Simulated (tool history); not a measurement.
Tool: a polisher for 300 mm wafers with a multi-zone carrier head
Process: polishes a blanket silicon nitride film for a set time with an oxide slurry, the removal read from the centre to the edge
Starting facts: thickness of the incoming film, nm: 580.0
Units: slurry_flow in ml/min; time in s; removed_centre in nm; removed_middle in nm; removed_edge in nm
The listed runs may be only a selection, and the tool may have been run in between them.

Run 1, hour 0.0: slurry_flow 255 ml/min, centre_zone 1.00, middle_zone 1.00, edge_zone 1.00, slurry_solids 1.00, time 82 s. Result: removed_centre 55.306 nm, removed_middle 56.434 nm, removed_edge 56.480 nm.
Run 2, hour 2.4: slurry_flow 250 ml/min, centre_zone 0.97, middle_zone 1.00, edge_zone 0.98, slurry_solids 0.90, time 79 s. Result: removed_centre 49.969 nm, removed_middle 52.548 nm, removed_edge 51.177 nm.
Run 3, hour 5.7: slurry_flow 245 ml/min, centre_zone 0.94, middle_zone 0.99, edge_zone 0.97, slurry_solids 0.80, time 77 s. Result: removed_centre 45.441 nm, removed_middle 47.999 nm, removed_edge 48.047 nm.
Run 4, hour 10.4: slurry_flow 245 ml/min, centre_zone 0.92, middle_zone 1.00, edge_zone 0.95, slurry_solids 0.75, time 75 s. Result: removed_centre 40.992 nm, removed_middle 45.714 nm, removed_edge 45.385 nm.
Run 5, hour 14.4: slurry_flow 245 ml/min, centre_zone 0.92, middle_zone 1.00, edge_zone 0.95, slurry_solids 0.75, time 87 s. Result: removed_centre 47.216 nm, removed_middle 53.182 nm, removed_edge 52.602 nm.
Run 6, hour 17.1: slurry_flow 200 ml/min, centre_zone 0.92, middle_zone 1.00, edge_zone 0.95, slurry_solids 0.75, time 87 s. Result: removed_centre 45.657 nm, removed_middle 51.504 nm, removed_edge 50.833 nm.
Run 7, hour 18.8: slurry_flow 165 ml/min, centre_zone 0.87, middle_zone 1.02, edge_zone 0.85, slurry_solids 0.50, time 70 s. Result: removed_centre 27.896 nm, removed_middle 34.577 nm, removed_edge 31.742 nm.
Run 8, hour 21.3: slurry_flow 185 ml/min, centre_zone 0.88, middle_zone 1.02, edge_zone 0.86, slurry_solids 0.50, time 70 s. Result: removed_centre 29.019 nm, removed_middle 36.288 nm, removed_edge 32.818 nm.

What will run 9 give?
Run 9, hour 28.5: slurry_flow 195 ml/min, centre_zone 0.89, middle_zone 1.02, edge_zone 0.87, slurry_solids 0.50, time 70 s. Result: removed_centre ?, removed_middle ?, removed_edge ?.

removed_centre: 29.941 nm
removed_middle: 35.644 nm
removed_edge: 32.864 nm
